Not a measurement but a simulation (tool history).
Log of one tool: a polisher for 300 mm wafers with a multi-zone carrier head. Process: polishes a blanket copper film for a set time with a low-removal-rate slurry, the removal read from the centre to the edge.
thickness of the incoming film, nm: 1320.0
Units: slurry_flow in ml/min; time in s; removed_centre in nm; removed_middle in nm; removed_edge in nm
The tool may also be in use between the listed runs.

run  hour  slurry_flow  centre_zone  middle_zone  edge_zone  slurry_solids  time  removed_centre  removed_middle  removed_edge
  1   0.0          200         1.00         1.00       1.00            1.0    88          228.10          236.53        232.60
  2   2.4          200         1.05         1.00       1.00            1.0    88          237.98          229.62        233.76
  3   9.2          200         1.05         1.00       1.05            1.0    88          235.44          234.28        243.10
  4  13.5          200         1.05         1.00       1.05            1.0    97          266.25          256.71        264.55
  5  21.8          200         1.05         0.99       1.07            1.0    97          261.25          250.80        265.07
  6  27.0          200         1.05         0.98       1.08            1.0    97          261.13          247.65        266.91

The next listed run, before its measurement:
  7  34.6          200         1.05         0.97       1.09            1.0    97               ?               ?             ?

removed_centre: 254.08 nm
removed_middle: 245.19 nm
removed_edge: 271.90 nm
